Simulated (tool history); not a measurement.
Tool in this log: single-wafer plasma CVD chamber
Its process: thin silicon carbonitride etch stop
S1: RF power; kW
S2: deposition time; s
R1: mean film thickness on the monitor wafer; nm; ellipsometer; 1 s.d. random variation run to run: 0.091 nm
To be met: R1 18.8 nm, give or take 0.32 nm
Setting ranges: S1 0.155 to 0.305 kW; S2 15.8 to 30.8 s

run 1 hour=0 | S1=0.23 S2=23.3 | R1=15.774
run 2 hour=8 | S1=0.235 S2=23.6 | R1=15.825
run 3 hour=11.6 | S1=0.24 S2=24.1 | R1=16.406
run 4 hour=14.2 | S1=0.255 S2=24.1 | R1=16.805
run 5 hour=20.1 | S1=0.26 S2=24.3 | R1=16.892
run 6 hour=22.5 | S1=0.26 S2=21.7 | R1=15.045
run 7 hour=30.1 | S1=0.265 S2=22.2 | R1=15.534
run 8 hour=34 | S1=0.27 S2=22.7 | R1=15.865
run 9 hour=37.7 | S1=0.275 S2=23.1 | R1=16.212
run 10 hour=41.9 | S1=0.275 S2=23.5 | R1=16.447
run 11 hour=49.2 | S1=0.275 S2=23.9 | R1=16.686
run 12 hour=57.2 | S1=0.275 S2=24.3 | R1=17.026
run 13 hour=63.7 | S1=0.275 S2=24.6 | R1=17.243

5 candidate next runs follow, results not yet known. Just one meets every target within its allowed miss. Identify it.
run A hour=70.2 | S1=0.265 S2=26.9 | R1=?
run B hour=70.2 | S1=0.29 S2=27.3 | R1=?
run C hour=70.2 | S1=0.265 S2=25.7 | R1=?
run D hour=70.2 | S1=0.26 S2=28.6 | R1=?
run E hour=70.2 | S1=0.265 S2=28.1 | R1=?

move=A R1=18.639
move=B R1=19.303
move=C R1=17.808
move=D R1=19.734
move=E R1=19.471
A: every result lands within tolerance
B: the result that was furthest off in the last run now lies on the other side of its target
C: closes in on the targets versus the last run, not all within tolerance yet
D: the result that was furthest off in the last run now lies on the other side of its target
E: the result that was furthest off in the last run now lies on the other side of its target
So the answer is move A, the one that meets all the targets.
